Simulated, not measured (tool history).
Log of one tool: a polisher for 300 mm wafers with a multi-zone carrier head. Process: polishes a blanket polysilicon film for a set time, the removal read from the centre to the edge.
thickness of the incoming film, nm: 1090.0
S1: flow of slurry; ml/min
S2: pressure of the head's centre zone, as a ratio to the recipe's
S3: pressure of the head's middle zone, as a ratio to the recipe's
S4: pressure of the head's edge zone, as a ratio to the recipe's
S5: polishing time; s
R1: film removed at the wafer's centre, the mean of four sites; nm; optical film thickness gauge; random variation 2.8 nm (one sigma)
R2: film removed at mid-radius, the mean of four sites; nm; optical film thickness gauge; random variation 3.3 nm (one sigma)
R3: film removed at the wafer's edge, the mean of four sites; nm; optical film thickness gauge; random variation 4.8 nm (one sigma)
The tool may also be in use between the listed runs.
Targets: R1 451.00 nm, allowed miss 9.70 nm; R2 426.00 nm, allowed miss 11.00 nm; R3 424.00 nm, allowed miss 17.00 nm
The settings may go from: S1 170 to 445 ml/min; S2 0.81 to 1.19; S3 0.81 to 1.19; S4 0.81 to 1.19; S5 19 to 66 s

run,hour,S1,S2,S3,S4,S5,R1,R2,R3
1,0.0,285,1.00,1.00,1.00,42,380.00,346.93,358.66
2,3.5,290,1.01,1.01,1.02,42,388.19,348.23,357.86
3,12.3,290,0.93,1.01,1.02,42,355.72,346.43,352.36
4,17.1,290,0.93,1.01,1.02,52,442.22,432.46,447.28
5,22.8,290,0.86,1.01,1.02,52,410.37,434.30,445.16
6,31.3,295,0.87,1.01,1.01,52,410.26,427.17,445.51
7,36.2,295,0.88,1.01,1.00,52,418.49,433.03,434.38
8,37.8,300,0.89,1.01,1.00,52,422.63,432.62,436.20
9,38.6,305,0.90,1.01,1.00,52,429.13,432.02,439.84
10,44.2,310,0.90,1.01,0.99,52,424.68,433.39,440.56
11,47.8,305,0.91,1.01,0.98,52,432.99,430.96,431.01

5 next moves are on the table. One of them brings every result within its allowed miss. Which?
A,51.4,295,0.95,1.08,0.92,52,?,?,?
B,51.4,290,0.96,0.99,1.10,52,?,?,?
C,51.4,285,0.85,0.98,1.05,52,?,?,?
D,51.4,295,0.94,1.02,0.97,51,?,?,?
E,51.4,315,0.96,1.00,0.95,51,?,?,?

move,R1,R2,R3
A,450.83,449.65,429.72
B,454.44,424.83,462.36
C,401.47,421.66,452.63
D,437.37,425.36,430.68
E,450.00,422.97,429.38
A: brings the result that was furthest off to its target, and leaves another outside
B: brings the result that was furthest off to its target, and leaves another outside
C: further off than the last run
D: nearer than the last run, and not there yet
E: meets every target
The right move is E.
